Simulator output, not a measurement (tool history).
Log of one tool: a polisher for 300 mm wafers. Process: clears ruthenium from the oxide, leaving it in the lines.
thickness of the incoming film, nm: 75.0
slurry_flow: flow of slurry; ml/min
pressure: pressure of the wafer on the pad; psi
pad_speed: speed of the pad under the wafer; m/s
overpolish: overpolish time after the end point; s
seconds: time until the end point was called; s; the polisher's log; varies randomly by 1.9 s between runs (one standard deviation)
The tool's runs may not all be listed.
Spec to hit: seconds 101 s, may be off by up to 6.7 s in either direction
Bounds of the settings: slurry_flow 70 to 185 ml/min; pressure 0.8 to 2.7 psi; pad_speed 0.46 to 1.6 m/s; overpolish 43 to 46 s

run  hour  slurry_flow  pressure  pad_speed  overpolish  seconds
  1     0          120       1.7       1.02          43   65.761
  2   3.3          120       1.9       1.02          43   58.663
  3   8.2          120       1.9       1.02          46   60.078
  4    10          120       1.9       1.14          46    53.43
  5  14.2          120       1.9       1.02          46   59.678
  6  15.6          105       1.9       1.02          46   61.231
  7  23.2          105       1.9       1.02          46   60.848
  8  29.3          105       1.8          1          46   66.339
  9  32.5          105       1.7          1          46   67.137
 10  36.5          105       1.6       0.98          46   75.995
 11  39.2          105       1.5       0.98          46   81.861
 12  41.3          105       1.3       0.96          46   93.398

Which one of the following 5 next-run settings gets every result inside its allowed miss? There is exactly one.
  A  43.4          120       1.3        1.1          45        ?
  B  43.4           95       1.3        0.9          46        ?
  C  43.4          110       1.3       0.98          46        ?
  D  43.4          110       1.6       0.86          46        ?
  E  43.4          100       1.5       0.98          46        ?

move  seconds
   A   78.432
   B   101.41
   C   89.633
   D   83.236
   E   80.136
A: moves away from the targets compared with the last run
B: meets every target
C: moves away from the targets compared with the last run
D: moves away from the targets compared with the last run
E: moves away from the targets compared with the last run
Answer: B

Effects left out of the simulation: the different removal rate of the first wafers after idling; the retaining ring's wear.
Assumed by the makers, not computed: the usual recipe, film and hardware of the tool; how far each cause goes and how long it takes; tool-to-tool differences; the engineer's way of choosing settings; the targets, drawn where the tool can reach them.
